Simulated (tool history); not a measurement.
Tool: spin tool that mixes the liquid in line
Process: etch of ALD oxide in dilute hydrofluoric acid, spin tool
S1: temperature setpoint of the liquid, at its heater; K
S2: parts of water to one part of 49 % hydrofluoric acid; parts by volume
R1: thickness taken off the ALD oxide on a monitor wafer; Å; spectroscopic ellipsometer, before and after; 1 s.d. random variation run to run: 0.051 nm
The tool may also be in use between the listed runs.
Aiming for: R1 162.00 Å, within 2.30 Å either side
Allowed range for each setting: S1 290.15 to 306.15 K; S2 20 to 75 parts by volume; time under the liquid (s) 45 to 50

run 1 day=0.000 | S1=298.15 S2=45 time_under_the_liquid_(s)=45 | R1=100.30
run 2 day=0.258 | S1=298.15 S2=45 time_under_the_liquid_(s)=45 | R1=100.77
run 3 day=0.321 | S1=300.15 S2=45 time_under_the_liquid_(s)=45 | R1=109.49
run 4 day=0.525 | S1=302.15 S2=45 time_under_the_liquid_(s)=45 | R1=118.36
run 5 day=0.550 | S1=303.15 S2=45 time_under_the_liquid_(s)=45 | R1=122.98
run 6 day=0.708 | S1=303.15 S2=45 time_under_the_liquid_(s)=45 | R1=123.85
run 7 day=0.983 | S1=303.15 S2=45 time_under_the_liquid_(s)=45 | R1=123.00
run 8 day=1.079 | S1=303.65 S2=45 time_under_the_liquid_(s)=45 | R1=125.85
run 9 day=1.150 | S1=304.15 S2=45 time_under_the_liquid_(s)=45 | R1=127.90
run 10 day=1.346 | S1=304.65 S2=45 time_under_the_liquid_(s)=45 | R1=130.45
run 11 day=1.708 | S1=306.15 S2=35 time_under_the_liquid_(s)=45 | R1=180.79
run 12 day=1.729 | S1=305.65 S2=35 time_under_the_liquid_(s)=45 | R1=177.77
run 13 day=1.979 | S1=305.15 S2=35 time_under_the_liquid_(s)=45 | R1=173.64
run 14 day=2.142 | S1=304.65 S2=35 time_under_the_liquid_(s)=45 | R1=170.95
-- day=2.225 hydrofluoric acid flow meter replaced
run 15 day=2.225 | S1=304.15 S2=35 time_under_the_liquid_(s)=45 | R1=179.45
run 16 day=2.312 | S1=304.15 S2=35 time_under_the_liquid_(s)=45 | R1=178.59
run 17 day=2.679 | S1=303.65 S2=35 time_under_the_liquid_(s)=45 | R1=176.12
run 18 day=3.012 | S1=303.15 S2=35 time_under_the_liquid_(s)=45 | R1=172.16

Next run, 4 choices. One meets every target within its allowed miss, the rest don't. Which?
run A day=3.346 | S1=298.65 S2=30 time_under_the_liquid_(s)=45 | R1=?
run B day=3.346 | S1=305.15 S2=40 time_under_the_liquid_(s)=45 | R1=?
run C day=3.346 | S1=302.65 S2=35 time_under_the_liquid_(s)=45 | R1=?
run D day=3.346 | S1=302.15 S2=35 time_under_the_liquid_(s)=45 | R1=?

move=A R1=169.47
move=B R1=162.56
move=C R1=169.67
move=D R1=166.30
A: nearer the targets than the last run, but a result is still out of spec
B: in spec on every target
C: nearer the targets than the last run, but a result is still out of spec
D: nearer the targets than the last run, but a result is still out of spec
Correct choice: B, which meets every target

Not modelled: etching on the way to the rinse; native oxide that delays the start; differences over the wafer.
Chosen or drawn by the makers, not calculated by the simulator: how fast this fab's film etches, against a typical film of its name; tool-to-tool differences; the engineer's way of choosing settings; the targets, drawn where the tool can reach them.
